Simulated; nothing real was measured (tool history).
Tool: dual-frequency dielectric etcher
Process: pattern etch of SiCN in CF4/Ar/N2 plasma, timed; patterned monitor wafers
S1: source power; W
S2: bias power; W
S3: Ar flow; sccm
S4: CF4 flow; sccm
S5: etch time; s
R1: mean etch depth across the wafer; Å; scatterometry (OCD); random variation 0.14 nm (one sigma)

run,hour,S1,S2,S3,S4,S5,R1
1,0,360,89,127,47,96,652.89
2,0.8,420,89,127,47,96,751.57
3,7.7,400,88,127,47,96,713.81
4,10.4,380,87,127,47,96,681.06
5,18.4,420,87,127,47,96,745.11
6,27.2,400,86,127,47,96,707.71
7,28.5,380,85,127,47,96,675.34
8,37.1,370,84,127,47,96,653.72

The next listed run, before its measurement:
9,41,310,82,128,47,96,?

Run 9 gave R1 556.1 Å.
